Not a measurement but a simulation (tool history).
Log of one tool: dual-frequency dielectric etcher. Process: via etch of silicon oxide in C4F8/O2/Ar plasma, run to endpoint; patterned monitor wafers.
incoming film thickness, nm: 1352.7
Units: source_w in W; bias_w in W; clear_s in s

run,hour,source_w,bias_w,clear_s
1,0.0,2550,2211,241.12
2,1.5,2760,2211,235.97
3,2.1,2760,1866,243.34
4,2.7,2830,1876,240.08
5,5.4,2400,1876,257.20
6,11.3,2500,1889,252.02
7,13.6,2590,1902,249.49
8,17.8,2670,1912,245.42
9,25.4,2740,1921,241.32
10,29.4,2790,1927,240.34

The next listed run, before its measurement:
11,30.3,2840,1934,?

clear_s: 240.46 s
